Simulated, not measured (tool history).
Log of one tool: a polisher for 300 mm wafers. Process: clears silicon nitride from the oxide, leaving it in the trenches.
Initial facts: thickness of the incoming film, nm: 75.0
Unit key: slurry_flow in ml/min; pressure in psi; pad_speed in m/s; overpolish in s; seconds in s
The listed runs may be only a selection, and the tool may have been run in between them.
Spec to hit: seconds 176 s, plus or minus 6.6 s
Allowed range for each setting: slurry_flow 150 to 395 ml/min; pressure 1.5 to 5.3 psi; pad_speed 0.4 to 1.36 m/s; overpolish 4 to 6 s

Run 1, day 0: slurry_flow 250 ml/min, pressure 3.4 psi, pad_speed 0.88 m/s, overpolish 6 s. Result: seconds 97.778 s.
Run 2, day 0.321: slurry_flow 250 ml/min, pressure 2.8 psi, pad_speed 0.88 m/s, overpolish 6 s. Result: seconds 114.31 s.
Run 3, day 0.667: slurry_flow 250 ml/min, pressure 3.4 psi, pad_speed 0.88 m/s, overpolish 6 s. Result: seconds 96.016 s.
Run 4, day 0.871: slurry_flow 250 ml/min, pressure 2.7 psi, pad_speed 0.88 m/s, overpolish 6 s. Result: seconds 118.05 s.
Run 5, day 1.208: slurry_flow 250 ml/min, pressure 2.3 psi, pad_speed 0.86 m/s, overpolish 6 s. Result: seconds 141.72 s.
Run 6, day 1.408: slurry_flow 250 ml/min, pressure 2.1 psi, pad_speed 0.86 m/s, overpolish 6 s. Result: seconds 151.47 s.
Run 7, day 1.496: slurry_flow 250 ml/min, pressure 2 psi, pad_speed 0.86 m/s, overpolish 6 s. Result: seconds 156.59 s.
Run 8, day 1.829: slurry_flow 250 ml/min, pressure 1.9 psi, pad_speed 0.86 m/s, overpolish 6 s. Result: seconds 166.41 s.

Of the 4 settings listed for the next run, only one would bring every result within its allowed miss of target. Which one?
Run A, day 2.162: slurry_flow 280 ml/min, pressure 1.5 psi, pad_speed 1.14 m/s, overpolish 4 s. Result: seconds ?.
Run B, day 2.162: slurry_flow 205 ml/min, pressure 2.8 psi, pad_speed 0.56 m/s, overpolish 6 s. Result: seconds ?.
Run C, day 2.162: slurry_flow 280 ml/min, pressure 1.5 psi, pad_speed 1.12 m/s, overpolish 6 s. Result: seconds ?.
Run D, day 2.162: slurry_flow 215 ml/min, pressure 2.1 psi, pad_speed 0.8 m/s, overpolish 4 s. Result: seconds ?.

move  seconds
   A   153.04
   B   178.01
   C    155.6
   D   164.79
A: lands further from the targets than the last run did
B: all results land within tolerance of their targets
C: lands further from the targets than the last run did
D: lands further from the targets than the last run did
B is the move that brings every result within its allowed miss.

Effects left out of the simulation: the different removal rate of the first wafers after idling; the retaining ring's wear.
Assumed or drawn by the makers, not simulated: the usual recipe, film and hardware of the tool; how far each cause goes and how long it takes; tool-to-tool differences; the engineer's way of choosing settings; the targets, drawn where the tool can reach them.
